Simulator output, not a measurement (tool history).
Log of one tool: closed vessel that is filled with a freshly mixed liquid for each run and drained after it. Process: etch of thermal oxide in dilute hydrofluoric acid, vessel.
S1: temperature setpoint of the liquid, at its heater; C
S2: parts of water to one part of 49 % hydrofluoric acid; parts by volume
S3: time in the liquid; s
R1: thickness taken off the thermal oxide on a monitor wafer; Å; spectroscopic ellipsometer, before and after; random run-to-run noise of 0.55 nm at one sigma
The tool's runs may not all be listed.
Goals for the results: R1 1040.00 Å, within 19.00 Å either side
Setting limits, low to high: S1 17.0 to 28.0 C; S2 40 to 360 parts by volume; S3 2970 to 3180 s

{"run": 1, "hour": 0.0, "S1": 20.0, "S2": 200, "S3": 2970, "R1": 564.65}
{"run": 2, "hour": 5.8, "S1": 21.0, "S2": 195, "S3": 2970, "R1": 603.48}
{"run": 3, "hour": 6.5, "S1": 21.5, "S2": 190, "S3": 2970, "R1": 631.14}
{"run": 4, "hour": 14.7, "S1": 19.0, "S2": 190, "S3": 2970, "R1": 574.56}
{"run": 5, "hour": 18.6, "S1": 20.0, "S2": 185, "S3": 2970, "R1": 622.67}
{"run": 6, "hour": 24.6, "S1": 20.0, "S2": 145, "S3": 2970, "R1": 820.47}
{"run": 7, "hour": 28.4, "S1": 20.5, "S2": 145, "S3": 2970, "R1": 843.01}
{"run": 8, "hour": 29.6, "S1": 21.0, "S2": 145, "S3": 2970, "R1": 854.73}
{"run": 9, "hour": 35.2, "S1": 21.5, "S2": 145, "S3": 2970, "R1": 864.74}
{"run": 10, "hour": 42.9, "S1": 25.5, "S2": 145, "S3": 2970, "R1": 1015.0}

Which single option among these 5 for the next run brings every result within its allowed miss of target? Just one does.
{"run": "A", "hour": 50.6, "S1": 25.5, "S2": 150, "S3": 2970, "R1": "?"}
{"run": "B", "hour": 50.6, "S1": 26.5, "S2": 155, "S3": 3045, "R1": "?"}
{"run": "C", "hour": 50.6, "S1": 25.0, "S2": 145, "S3": 2970, "R1": "?"}
{"run": "D", "hour": 50.6, "S1": 28.0, "S2": 160, "S3": 3105, "R1": "?"}
{"run": "E", "hour": 50.6, "S1": 25.5, "S2": 155, "S3": 3180, "R1": "?"}

move=A R1=976.05
move=B R1=999.33
move=C R1=996.66
move=D R1=1036.80
move=E R1=1005.40
A: its largest miss is bigger than the last run's
B: its largest miss is bigger than the last run's
C: its largest miss is bigger than the last run's
D: hits every target within its allowed miss
E: its largest miss is bigger than the last run's
Answer: D

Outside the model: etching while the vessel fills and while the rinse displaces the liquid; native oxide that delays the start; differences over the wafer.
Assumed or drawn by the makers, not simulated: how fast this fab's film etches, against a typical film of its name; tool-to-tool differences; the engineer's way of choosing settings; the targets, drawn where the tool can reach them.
